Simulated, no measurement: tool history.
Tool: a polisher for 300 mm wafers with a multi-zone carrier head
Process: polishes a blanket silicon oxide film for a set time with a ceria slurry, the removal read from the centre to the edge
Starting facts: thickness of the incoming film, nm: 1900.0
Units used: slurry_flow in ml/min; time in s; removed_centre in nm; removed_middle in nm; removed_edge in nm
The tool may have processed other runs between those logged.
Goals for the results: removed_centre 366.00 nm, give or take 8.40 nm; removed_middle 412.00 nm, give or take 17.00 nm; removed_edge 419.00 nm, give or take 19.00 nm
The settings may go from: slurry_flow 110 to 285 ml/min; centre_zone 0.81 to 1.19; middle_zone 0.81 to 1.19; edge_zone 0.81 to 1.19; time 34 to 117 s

run  hour  slurry_flow  centre_zone  middle_zone  edge_zone  time  removed_centre  removed_middle  removed_edge
  1   0.0          180         1.00         1.00       1.00    75          282.36          288.66        293.38
  2   1.8          180         1.00         1.00       0.93    75          281.68          283.62        287.93
  3   5.0          180         1.07         1.00       0.93    75          305.52          287.17        281.94
  4  11.6          185         1.04         1.01       0.98    81          318.06          311.81        318.56
  5  20.6          220         1.04         1.01       0.98    81          329.64          320.81        316.46
  6  21.7          200         1.03         1.04       1.02    86          338.44          340.86        333.28
  7  29.3          200         1.00         1.04       1.04    91          352.92          365.87        369.83
  8  32.9          245         0.96         1.11       1.14    93          350.61          394.81        390.18
  9  39.4          245         0.96         1.11       1.15    94          354.30          401.44        404.07
 10  47.5          250         0.96         1.11       1.16    94          361.16          411.34        405.53
 11  53.1          250         0.96         1.10       1.17    94          355.10          395.65        416.19

Of the 5 settings listed for the next run, only one would bring every result within its allowed miss of target. Which one?
  A  58.7          230         0.91         1.04       1.19    96               ?               ?             ?
  B  58.7          250         0.99         1.13       1.11    92               ?               ?             ?
  C  58.7          245         0.89         1.00       1.19    98               ?               ?             ?
  D  58.7          220         0.92         1.08       1.19    97               ?               ?             ?
  E  58.7          190         0.95         1.09       1.12   101               ?               ?             ?

move  removed_centre  removed_middle  removed_edge
   A          338.50          381.22        410.50
   B          357.44          393.22        383.63
   C          340.78          380.80        421.63
   D          343.74          394.21        412.90
   E          361.84          405.53        412.52
A: moves away from the targets compared with the last run
B: moves away from the targets compared with the last run
C: moves away from the targets compared with the last run
D: moves away from the targets compared with the last run
E: every result lands within tolerance
E meets every target.
